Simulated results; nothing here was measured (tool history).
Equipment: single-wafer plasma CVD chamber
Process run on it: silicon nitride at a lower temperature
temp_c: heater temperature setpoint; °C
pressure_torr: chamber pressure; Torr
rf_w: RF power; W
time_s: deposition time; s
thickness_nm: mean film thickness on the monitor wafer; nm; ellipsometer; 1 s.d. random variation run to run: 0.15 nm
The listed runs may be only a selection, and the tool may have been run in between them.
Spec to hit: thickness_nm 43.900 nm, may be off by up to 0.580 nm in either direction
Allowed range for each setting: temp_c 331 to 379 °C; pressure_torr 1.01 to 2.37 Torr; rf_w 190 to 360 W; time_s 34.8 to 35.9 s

run	hour	temp_c	pressure_torr	rf_w	time_s	thickness_nm
1	0.0	355	1.69	275	34.8	37.512
2	1.5	355	1.83	275	34.8	38.333
3	7.1	355	1.83	275	34.8	38.360
4	14.4	355	1.95	275	34.8	38.951
5	17.9	365	1.95	275	34.8	38.895
6	23.4	365	2.06	275	34.8	39.498
7	28.5	365	2.09	280	34.8	40.136
8	34.4	365	2.12	285	34.8	40.701
9	38.0	365	2.15	290	34.8	41.252

Next run, 4 choices. One meets every target within its allowed miss, the rest don't. Which?
A	41.6	360	2.19	330	35.6	?
B	41.6	362	2.01	310	35.0	?
C	41.6	368	1.93	325	35.7	?
D	41.6	370	2.09	310	35.1	?

move	thickness_nm
A	45.885
B	42.483
C	44.023
D	42.909
A: takes the result that was furthest off past its target
B: moves toward the targets from the last run without getting all of them in spec
C: all results in spec
D: moves toward the targets from the last run without getting all of them in spec
Move C is the one to make.

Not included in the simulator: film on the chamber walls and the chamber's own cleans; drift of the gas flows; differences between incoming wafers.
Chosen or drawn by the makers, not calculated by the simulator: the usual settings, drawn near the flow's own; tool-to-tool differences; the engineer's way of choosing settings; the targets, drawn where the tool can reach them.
